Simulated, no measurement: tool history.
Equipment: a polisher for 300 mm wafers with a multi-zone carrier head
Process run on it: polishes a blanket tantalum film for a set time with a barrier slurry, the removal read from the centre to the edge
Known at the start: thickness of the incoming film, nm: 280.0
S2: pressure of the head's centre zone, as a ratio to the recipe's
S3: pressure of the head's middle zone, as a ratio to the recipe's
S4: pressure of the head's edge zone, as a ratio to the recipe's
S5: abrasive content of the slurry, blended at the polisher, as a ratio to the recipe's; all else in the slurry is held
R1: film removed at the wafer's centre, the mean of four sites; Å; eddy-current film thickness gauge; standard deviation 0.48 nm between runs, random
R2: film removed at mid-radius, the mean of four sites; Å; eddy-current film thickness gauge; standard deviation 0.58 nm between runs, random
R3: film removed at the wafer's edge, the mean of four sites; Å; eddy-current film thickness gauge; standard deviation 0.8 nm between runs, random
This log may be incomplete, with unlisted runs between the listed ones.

{"run": 1, "hour": 0.0, "flow of slurry (ml/min)": 285, "S2": 1.0, "S3": 1.0, "S4": 1.0, "S5": 1.0, "polishing time (s)": 38, "R1": 575.06, "R2": 567.16, "R3": 564.44}
{"run": 2, "hour": 3.3, "flow of slurry (ml/min)": 285, "S2": 1.0, "S3": 1.0, "S4": 1.07, "S5": 1.0, "polishing time (s)": 38, "R1": 580.2, "R2": 580.66, "R3": 583.05}
{"run": 3, "hour": 7.3, "flow of slurry (ml/min)": 280, "S2": 0.97, "S3": 0.98, "S4": 1.07, "S5": 0.95, "polishing time (s)": 38, "R1": 552.37, "R2": 549.38, "R3": 576.14}
{"run": 4, "hour": 15.3, "flow of slurry (ml/min)": 280, "S2": 0.97, "S3": 0.98, "S4": 1.12, "S5": 0.95, "polishing time (s)": 38, "R1": 562.51, "R2": 557.81, "R3": 591.43}
{"run": 5, "hour": 23.1, "flow of slurry (ml/min)": 280, "S2": 1.05, "S3": 0.98, "S4": 1.12, "S5": 0.95, "polishing time (s)": 38, "R1": 587.98, "R2": 574.06, "R3": 574.15}
{"run": 6, "hour": 25.1, "flow of slurry (ml/min)": 280, "S2": 0.99, "S3": 0.98, "S4": 1.12, "S5": 0.95, "polishing time (s)": 38, "R1": 564.93, "R2": 570.25, "R3": 585.53}
{"run": 7, "hour": 29.8, "flow of slurry (ml/min)": 275, "S2": 0.97, "S3": 0.97, "S4": 1.11, "S5": 0.9, "polishing time (s)": 38, "R1": 551.52, "R2": 549.96, "R3": 577.93}
{"run": 8, "hour": 35.1, "flow of slurry (ml/min)": 270, "S2": 0.95, "S3": 0.96, "S4": 1.11, "S5": 0.85, "polishing time (s)": 38, "R1": 521.88, "R2": 520.9, "R3": 552.17}
{"run": 9, "hour": 40.0, "flow of slurry (ml/min)": 270, "S2": 0.95, "S3": 0.96, "S4": 1.11, "S5": 0.85, "polishing time (s)": 38, "R1": 523.31, "R2": 523.83, "R3": 569.98}
{"run": 10, "hour": 48.8, "flow of slurry (ml/min)": 265, "S2": 0.94, "S3": 0.96, "S4": 1.1, "S5": 0.85, "polishing time (s)": 38, "R1": 521.36, "R2": 530.1, "R3": 551.88}
{"run": 11, "hour": 56.8, "flow of slurry (ml/min)": 265, "S2": 0.92, "S3": 0.95, "S4": 1.1, "S5": 0.85, "polishing time (s)": 38, "R1": 507.19, "R2": 520.78, "R3": 545.86}

Run 12 is up next; what results do you expect?
{"run": 12, "hour": 62.5, "flow of slurry (ml/min)": 270, "S2": 0.91, "S3": 0.93, "S4": 1.11, "S5": 0.85, "polishing time (s)": 38, "R1": "?", "R2": "?", "R3": "?"}

R1: 506.65 Å
R2: 519.16 Å
R3: 560.66 Å
